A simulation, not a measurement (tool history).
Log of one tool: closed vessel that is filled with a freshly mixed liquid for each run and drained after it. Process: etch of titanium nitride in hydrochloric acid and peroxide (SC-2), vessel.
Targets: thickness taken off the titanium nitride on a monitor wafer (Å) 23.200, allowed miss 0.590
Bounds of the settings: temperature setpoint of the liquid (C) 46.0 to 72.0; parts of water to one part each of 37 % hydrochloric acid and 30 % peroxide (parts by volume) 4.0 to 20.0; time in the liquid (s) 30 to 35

run	day	temperature setpoint of the liquid (C)	parts of water to one part each of 37 % hydrochloric acid and 30 % peroxide (parts by volume)	time in the liquid (s)	thickness taken off the titanium nitride on a monitor wafer (Å)
1	0.000	62.0	11.0	35	25.529
2	0.308	62.0	11.0	35	26.225
3	0.362	69.0	11.0	35	38.885
4	0.725	72.0	11.0	35	46.740
5	0.979	72.0	11.0	35	46.800
6	1.304	70.0	11.0	35	41.818
7	1.596	68.5	11.0	35	38.370
8	1.662	67.0	11.0	35	35.377
9	2.038	66.0	11.0	35	32.747
10	2.204	65.0	11.0	35	31.171
11	2.538	64.0	11.0	35	29.045
12	2.642	64.0	11.0	35	29.084
13	3.004	63.5	11.0	35	28.173
14	3.262	63.0	11.0	35	27.475
15	3.608	62.5	11.0	35	26.529

Which of these 5 next moves meets every target?
A	3.954	70.0	17.0	30	?
B	3.954	62.0	11.0	30	?
C	3.954	60.5	11.0	35	?
D	3.954	60.5	8.5	30	?
E	3.954	67.0	15.5	30	?

move	thickness taken off the titanium nitride on a monitor wafer (Å)
A	24.477
B	22.041
C	23.421
D	24.855
E	22.221
A: nearer than the last run, and not there yet
B: takes the result that was furthest off past its target
C: meets every target
D: nearer than the last run, and not there yet
E: takes the result that was furthest off past its target
Answer: C
